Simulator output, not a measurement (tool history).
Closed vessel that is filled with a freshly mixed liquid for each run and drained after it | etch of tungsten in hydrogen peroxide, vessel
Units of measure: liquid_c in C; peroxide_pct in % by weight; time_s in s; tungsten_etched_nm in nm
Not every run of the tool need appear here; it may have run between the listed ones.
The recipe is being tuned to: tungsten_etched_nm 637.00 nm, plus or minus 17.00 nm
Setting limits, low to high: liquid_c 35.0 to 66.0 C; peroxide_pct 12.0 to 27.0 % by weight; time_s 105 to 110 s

run 1 day=0.000 | liquid_c=51.0 peroxide_pct=18.0 time_s=105 | tungsten_etched_nm=322.15
run 2 day=0.058 | liquid_c=54.5 peroxide_pct=18.0 time_s=105 | tungsten_etched_nm=396.09
run 3 day=0.350 | liquid_c=58.5 peroxide_pct=18.0 time_s=105 | tungsten_etched_nm=502.16
run 4 day=0.708 | liquid_c=59.5 peroxide_pct=18.0 time_s=105 | tungsten_etched_nm=532.48
run 5 day=0.975 | liquid_c=59.5 peroxide_pct=18.0 time_s=105 | tungsten_etched_nm=537.30
run 6 day=1.092 | liquid_c=60.5 peroxide_pct=18.0 time_s=105 | tungsten_etched_nm=563.15
run 7 day=1.400 | liquid_c=61.0 peroxide_pct=18.0 time_s=105 | tungsten_etched_nm=579.35
run 8 day=1.546 | liquid_c=61.5 peroxide_pct=18.0 time_s=105 | tungsten_etched_nm=609.29
run 9 day=1.688 | liquid_c=62.0 peroxide_pct=18.0 time_s=105 | tungsten_etched_nm=607.67

Below are 5 possible settings for the next run. Only one of them brings all results inside the allowed miss of their targets. Which is it?
run A day=1.829 | liquid_c=62.5 peroxide_pct=19.0 time_s=110 | tungsten_etched_nm=?
run B day=1.829 | liquid_c=62.0 peroxide_pct=19.0 time_s=110 | tungsten_etched_nm=?
run C day=1.829 | liquid_c=58.5 peroxide_pct=22.0 time_s=105 | tungsten_etched_nm=?
run D day=1.829 | liquid_c=61.0 peroxide_pct=19.5 time_s=110 | tungsten_etched_nm=?
run E day=1.829 | liquid_c=62.5 peroxide_pct=19.5 time_s=110 | tungsten_etched_nm=?

move=A tungsten_etched_nm=681.00
move=B tungsten_etched_nm=662.11
move=C tungsten_etched_nm=557.22
move=D tungsten_etched_nm=633.92
move=E tungsten_etched_nm=689.91
A: takes the biggest miss from the last run beyond its target
B: takes the biggest miss from the last run beyond its target
C: its largest miss is bigger than the last run's
D: each result inside its tolerance
E: takes the biggest miss from the last run beyond its target
So the answer is move D, the one that meets all the targets.
